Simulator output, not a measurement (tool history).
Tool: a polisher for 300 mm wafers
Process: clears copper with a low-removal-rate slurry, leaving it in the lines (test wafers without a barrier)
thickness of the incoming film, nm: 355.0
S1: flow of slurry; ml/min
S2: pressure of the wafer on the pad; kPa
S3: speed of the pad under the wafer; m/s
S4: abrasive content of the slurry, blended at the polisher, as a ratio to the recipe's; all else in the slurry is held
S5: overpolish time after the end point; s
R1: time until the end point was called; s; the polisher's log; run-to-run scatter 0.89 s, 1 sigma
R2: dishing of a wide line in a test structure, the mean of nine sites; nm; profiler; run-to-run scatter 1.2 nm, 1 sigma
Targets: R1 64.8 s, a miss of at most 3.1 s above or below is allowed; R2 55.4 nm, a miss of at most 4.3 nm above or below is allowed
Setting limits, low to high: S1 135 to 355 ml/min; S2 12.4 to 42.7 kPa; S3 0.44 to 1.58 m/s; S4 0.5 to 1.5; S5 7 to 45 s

run,hour,S1,S2,S3,S4,S5,R1,R2
1,0,225,27.6,1,1,23,83.787,56.283
2,7.6,225,29,1,1,21,81.537,52.394
3,11.3,225,35.9,1,1,21,66.151,64.418
4,14.1,225,35.9,1,1,30,66.049,79.242
5,22.7,225,35.9,1,1,26,65.321,72.112
6,26.3,225,35.9,1,1,23,64.237,68.965
7,29.6,225,35.9,1,1,21,67.702,64.166
8,34.5,225,35.9,1,1,21,66.343,63.226

Which single option among these 4 for the next run brings every result within its allowed miss of target? Just one does.
A,39.4,220,33.8,1.1,0.95,31,?,?
B,39.4,205,38.6,0.9,1.05,25,?,?
C,39.4,305,28.3,1.22,1.15,17,?,?
D,39.4,240,34.5,1.02,1.1,29,?,?

move,R1,R2
A,65.527,84.586
B,68.755,71.666
C,64.774,55.141
D,65.892,80.918
A: moves away from the targets compared with the last run
B: moves away from the targets compared with the last run
C: all results in spec
D: moves away from the targets compared with the last run
C meets every target.
